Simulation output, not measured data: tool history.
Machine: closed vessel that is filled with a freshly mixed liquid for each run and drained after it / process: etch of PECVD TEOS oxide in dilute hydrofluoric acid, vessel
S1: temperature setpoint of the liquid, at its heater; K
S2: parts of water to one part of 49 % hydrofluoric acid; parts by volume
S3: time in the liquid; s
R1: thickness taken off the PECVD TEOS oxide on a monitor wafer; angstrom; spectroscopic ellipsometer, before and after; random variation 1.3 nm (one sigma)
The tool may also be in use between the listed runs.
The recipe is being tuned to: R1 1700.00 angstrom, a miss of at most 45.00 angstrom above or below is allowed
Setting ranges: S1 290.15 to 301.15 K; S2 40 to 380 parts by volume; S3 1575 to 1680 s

run,hour,S1,S2,S3,R1
1,0.0,293.15,210,1575,606.03
2,8.9,295.15,170,1575,831.59
3,13.0,296.65,145,1575,1072.90
4,16.2,298.15,135,1575,1229.60
5,19.4,298.15,135,1680,1317.10
6,22.1,298.15,175,1680,968.04
7,29.8,298.15,175,1680,969.14
8,37.4,299.15,155,1680,1154.20
9,38.5,299.65,140,1680,1316.10
10,39.3,300.15,130,1680,1484.30
11,43.5,300.15,130,1680,1472.10
12,49.6,300.65,125,1680,1585.00

Of the 5 settings listed for the next run, only one would bring every result within its allowed miss of target. Which one?
A,55.7,300.65,115,1660,?
B,55.7,301.15,135,1655,?
C,55.7,301.15,130,1680,?
D,55.7,300.15,120,1595,?
E,55.7,298.65,115,1600,?

move,R1
A,1708.40
B,1440.70
C,1528.50
D,1533.60
E,1525.30
A: in spec on every target
B: misses by more than the last run did
C: misses by more than the last run did
D: misses by more than the last run did
E: misses by more than the last run did
Correct choice: A, which meets every target
